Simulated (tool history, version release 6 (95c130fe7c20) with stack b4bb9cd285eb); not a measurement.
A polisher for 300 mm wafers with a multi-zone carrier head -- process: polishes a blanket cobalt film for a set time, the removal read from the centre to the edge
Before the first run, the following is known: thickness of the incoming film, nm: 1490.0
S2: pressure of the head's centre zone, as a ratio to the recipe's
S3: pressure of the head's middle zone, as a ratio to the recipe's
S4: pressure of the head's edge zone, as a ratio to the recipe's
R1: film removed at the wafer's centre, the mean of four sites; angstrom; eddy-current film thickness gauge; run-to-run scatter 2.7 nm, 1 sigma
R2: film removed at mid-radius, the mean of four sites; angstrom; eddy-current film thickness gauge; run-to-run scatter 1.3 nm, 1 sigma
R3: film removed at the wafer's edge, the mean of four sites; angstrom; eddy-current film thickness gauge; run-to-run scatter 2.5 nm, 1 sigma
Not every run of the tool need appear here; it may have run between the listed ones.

run 1 day=0.000 | flow_of_slurry_(ml/min)=125 S2=1.00 S3=1.00 S4=1.00 polishing_time_(s)=62 | R1=2443.4 R2=2481.4 R3=2467.1
run 2 day=0.325 | flow_of_slurry_(ml/min)=125 S2=1.00 S3=1.00 S4=1.00 polishing_time_(s)=74 | R1=2905.4 R2=2969.8 R3=2964.6
run 3 day=0.604 | flow_of_slurry_(ml/min)=125 S2=1.00 S3=1.06 S4=1.00 polishing_time_(s)=74 | R1=2916.0 R2=3130.7 R3=3013.4
run 4 day=0.867 | flow_of_slurry_(ml/min)=125 S2=1.05 S3=1.06 S4=1.00 polishing_time_(s)=74 | R1=3038.1 R2=3080.4 R3=3017.2
run 5 day=0.912 | flow_of_slurry_(ml/min)=125 S2=1.05 S3=1.14 S4=1.00 polishing_time_(s)=74 | R1=3132.6 R2=3290.8 R3=2950.6
run 6 day=1.083 | flow_of_slurry_(ml/min)=125 S2=1.05 S3=1.14 S4=1.00 polishing_time_(s)=60 | R1=2546.5 R2=2682.9 R3=2396.1
run 7 day=1.200 | flow_of_slurry_(ml/min)=90 S2=0.95 S3=1.04 S4=0.90 polishing_time_(s)=54 | R1=1819.9 R2=2027.9 R3=1956.3
run 8 day=1.267 | flow_of_slurry_(ml/min)=90 S2=0.97 S3=1.03 S4=0.91 polishing_time_(s)=54 | R1=1872.9 R2=2021.1 R3=1945.9

What will run 9 give?
run 9 day=1.458 | flow_of_slurry_(ml/min)=90 S2=0.98 S3=1.02 S4=0.92 polishing_time_(s)=54 | R1=? R2=? R3=?

R1: 1864.4 angstrom
R2: 2005.2 angstrom
R3: 1934.2 angstrom
